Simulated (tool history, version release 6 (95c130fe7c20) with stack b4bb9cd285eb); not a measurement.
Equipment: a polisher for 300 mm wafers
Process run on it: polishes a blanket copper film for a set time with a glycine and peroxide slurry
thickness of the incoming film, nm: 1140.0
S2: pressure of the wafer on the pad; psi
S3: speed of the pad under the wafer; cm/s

run 1 hour=0 | flow_of_slurry_(ml/min)=185 S2=3 S3=84 polishing_time_(s)=55 | film_removed_(nm)=221.25
run 2 hour=1.1 | flow_of_slurry_(ml/min)=180 S2=2.6 S3=80 polishing_time_(s)=55 | film_removed_(nm)=189.72
run 3 hour=6.7 | flow_of_slurry_(ml/min)=180 S2=3.3 S3=80 polishing_time_(s)=55 | film_removed_(nm)=225.42
run 4 hour=12.5 | flow_of_slurry_(ml/min)=170 S2=2.9 S3=78 polishing_time_(s)=55 | film_removed_(nm)=200.91
run 5 hour=13.3 | flow_of_slurry_(ml/min)=155 S2=2.9 S3=78 polishing_time_(s)=55 | film_removed_(nm)=197.6
run 6 hour=14.8 | flow_of_slurry_(ml/min)=155 S2=2.9 S3=88 polishing_time_(s)=55 | film_removed_(nm)=216.73

Run 7 has not been measured yet. What should we expect?
run 7 hour=18.4 | flow_of_slurry_(ml/min)=150 S2=2.5 S3=84 polishing_time_(s)=55 | film_removed_(nm)=?

film removed (nm): 183.5

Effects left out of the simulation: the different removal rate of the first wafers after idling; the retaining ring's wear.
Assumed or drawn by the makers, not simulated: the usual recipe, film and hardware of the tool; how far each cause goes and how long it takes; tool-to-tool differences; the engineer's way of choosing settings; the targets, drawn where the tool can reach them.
